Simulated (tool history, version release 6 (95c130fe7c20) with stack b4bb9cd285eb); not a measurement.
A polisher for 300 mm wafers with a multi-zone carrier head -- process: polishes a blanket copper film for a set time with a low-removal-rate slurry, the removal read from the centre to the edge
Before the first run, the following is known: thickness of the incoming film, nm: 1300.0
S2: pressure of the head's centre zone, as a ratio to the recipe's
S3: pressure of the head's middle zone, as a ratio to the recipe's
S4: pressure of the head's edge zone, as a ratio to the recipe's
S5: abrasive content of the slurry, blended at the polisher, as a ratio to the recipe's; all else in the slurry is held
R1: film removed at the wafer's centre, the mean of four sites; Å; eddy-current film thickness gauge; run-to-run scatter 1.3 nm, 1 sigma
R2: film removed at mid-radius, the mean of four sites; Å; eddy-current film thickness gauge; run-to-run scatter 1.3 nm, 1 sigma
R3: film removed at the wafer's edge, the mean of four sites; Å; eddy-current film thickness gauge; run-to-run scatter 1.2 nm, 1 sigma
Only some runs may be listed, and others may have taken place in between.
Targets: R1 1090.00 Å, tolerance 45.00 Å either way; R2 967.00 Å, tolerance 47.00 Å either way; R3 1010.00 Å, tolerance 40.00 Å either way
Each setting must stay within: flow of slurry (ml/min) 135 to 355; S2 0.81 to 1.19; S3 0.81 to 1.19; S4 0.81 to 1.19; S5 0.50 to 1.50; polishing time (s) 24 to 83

{"run": 1, "day": 0.0, "flow of slurry (ml/min)": 225, "S2": 1.0, "S3": 1.0, "S4": 1.0, "S5": 1.0, "polishing time (s)": 53, "R1": 1202.4, "R2": 1199.2, "R3": 1144.4}
{"run": 2, "day": 0.117, "flow of slurry (ml/min)": 225, "S2": 1.0, "S3": 1.08, "S4": 1.0, "S5": 1.0, "polishing time (s)": 53, "R1": 1174.1, "R2": 1261.2, "R3": 1165.4}
{"run": 3, "day": 0.338, "flow of slurry (ml/min)": 225, "S2": 1.0, "S3": 1.08, "S4": 1.0, "S5": 1.15, "polishing time (s)": 53, "R1": 1219.8, "R2": 1290.1, "R3": 1193.2}
{"run": 4, "day": 0.588, "flow of slurry (ml/min)": 225, "S2": 0.96, "S3": 1.08, "S4": 1.0, "S5": 1.15, "polishing time (s)": 53, "R1": 1149.0, "R2": 1302.1, "R3": 1199.9}
{"run": 5, "day": 0.783, "flow of slurry (ml/min)": 225, "S2": 0.9, "S3": 1.08, "S4": 1.0, "S5": 1.15, "polishing time (s)": 53, "R1": 1101.3, "R2": 1276.7, "R3": 1215.3}
{"run": 6, "day": 1.121, "flow of slurry (ml/min)": 220, "S2": 0.91, "S3": 1.03, "S4": 0.99, "S5": 1.1, "polishing time (s)": 53, "R1": 1085.3, "R2": 1226.4, "R3": 1154.2}
{"run": 7, "day": 1.262, "flow of slurry (ml/min)": 215, "S2": 0.92, "S3": 0.99, "S4": 1.0, "S5": 1.05, "polishing time (s)": 53, "R1": 1075.1, "R2": 1195.0, "R3": 1146.1}
{"run": 8, "day": 1.521, "flow of slurry (ml/min)": 220, "S2": 0.94, "S3": 0.96, "S4": 1.01, "S5": 1.0, "polishing time (s)": 52, "R1": 1096.3, "R2": 1134.2, "R3": 1134.5}
{"run": 9, "day": 1.708, "flow of slurry (ml/min)": 215, "S2": 0.95, "S3": 0.93, "S4": 1.0, "S5": 0.95, "polishing time (s)": 52, "R1": 1083.5, "R2": 1098.5, "R3": 1140.3}
{"run": 10, "day": 1.912, "flow of slurry (ml/min)": 220, "S2": 0.97, "S3": 0.92, "S4": 0.98, "S5": 0.9, "polishing time (s)": 51, "R1": 1076.5, "R2": 1058.4, "R3": 1086.1}

Pick the move, out of 4, that brings all results within their allowed miss; only one does.
{"run": "A", "day": 2.117, "flow of slurry (ml/min)": 165, "S2": 1.0, "S3": 1.14, "S4": 0.83, "S5": 0.9, "polishing time (s)": 48, "R1": "?", "R2": "?", "R3": "?"}
{"run": "B", "day": 2.117, "flow of slurry (ml/min)": 180, "S2": 0.94, "S3": 0.91, "S4": 1.01, "S5": 1.0, "polishing time (s)": 47, "R1": "?", "R2": "?", "R3": "?"}
{"run": "C", "day": 2.117, "flow of slurry (ml/min)": 225, "S2": 1.05, "S3": 0.83, "S4": 0.99, "S5": 0.95, "polishing time (s)": 44, "R1": "?", "R2": "?", "R3": "?"}
{"run": "D", "day": 2.117, "flow of slurry (ml/min)": 240, "S2": 1.08, "S3": 0.94, "S4": 1.07, "S5": 0.9, "polishing time (s)": 45, "R1": "?", "R2": "?", "R3": "?"}

move=A R1=976.80 R2=1097.10 R3=904.95
move=B R1=931.75 R2=953.27 R3=1003.30
move=C R1=1006.10 R2=863.40 R3=948.15
move=D R1=1059.80 R2=957.55 R3=1003.50
A: its largest miss is bigger than the last run's
B: the worst result of the last run now meets its target, but another is out of spec
C: takes the result that was furthest off past its target
D: meets every target
Correct choice: D, which meets every target

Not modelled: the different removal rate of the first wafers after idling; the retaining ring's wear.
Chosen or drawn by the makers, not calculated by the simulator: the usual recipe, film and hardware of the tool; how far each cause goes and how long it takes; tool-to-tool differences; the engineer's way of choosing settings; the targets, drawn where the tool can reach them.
